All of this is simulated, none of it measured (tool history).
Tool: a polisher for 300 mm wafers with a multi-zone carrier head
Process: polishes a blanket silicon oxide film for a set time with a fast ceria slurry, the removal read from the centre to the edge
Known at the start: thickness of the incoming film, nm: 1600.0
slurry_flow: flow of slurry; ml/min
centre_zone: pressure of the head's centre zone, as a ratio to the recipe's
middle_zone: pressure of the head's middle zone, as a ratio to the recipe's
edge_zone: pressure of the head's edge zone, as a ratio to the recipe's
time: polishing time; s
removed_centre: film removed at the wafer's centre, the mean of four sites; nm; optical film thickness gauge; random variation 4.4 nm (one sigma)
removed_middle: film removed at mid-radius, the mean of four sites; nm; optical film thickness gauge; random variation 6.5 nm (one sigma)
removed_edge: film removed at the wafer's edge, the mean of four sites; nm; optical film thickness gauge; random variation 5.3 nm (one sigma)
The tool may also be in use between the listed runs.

run 1 day=0 | slurry_flow=165 centre_zone=1 middle_zone=1 edge_zone=1 time=47 | removed_centre=446 removed_middle=457.36 removed_edge=458.56
run 2 day=0.362 | slurry_flow=165 centre_zone=1 middle_zone=1 edge_zone=0.92 time=47 | removed_centre=438.65 removed_middle=461.26 removed_edge=443.73
run 3 day=0.729 | slurry_flow=165 centre_zone=1.07 middle_zone=1 edge_zone=0.92 time=47 | removed_centre=469.09 removed_middle=455.14 removed_edge=442.02
run 4 day=1.029 | slurry_flow=165 centre_zone=1.07 middle_zone=1 edge_zone=0.92 time=40 | removed_centre=400.82 removed_middle=388.47 removed_edge=379.03
run 5 day=1.242 | slurry_flow=190 centre_zone=1.07 middle_zone=1 edge_zone=0.92 time=40 | removed_centre=410.75 removed_middle=397.13 removed_edge=386.32
run 6 day=1.496 | slurry_flow=190 centre_zone=0.99 middle_zone=1 edge_zone=0.92 time=40 | removed_centre=374.91 removed_middle=400.23 removed_edge=378.82
-- day=1.679 worn pad replaced by a new one
run 7 day=1.679 | slurry_flow=190 centre_zone=1.01 middle_zone=1.03 edge_zone=0.97 time=44 | removed_centre=472.74 removed_middle=497.71 removed_edge=481.63

The next listed run, before its measurement:
run 8 day=1.825 | slurry_flow=205 centre_zone=1.03 middle_zone=1.04 edge_zone=0.98 time=44 | removed_centre=? removed_middle=? removed_edge=?

removed_centre: 486.6 nm
removed_middle: 499.97 nm
removed_edge: 480.09 nm
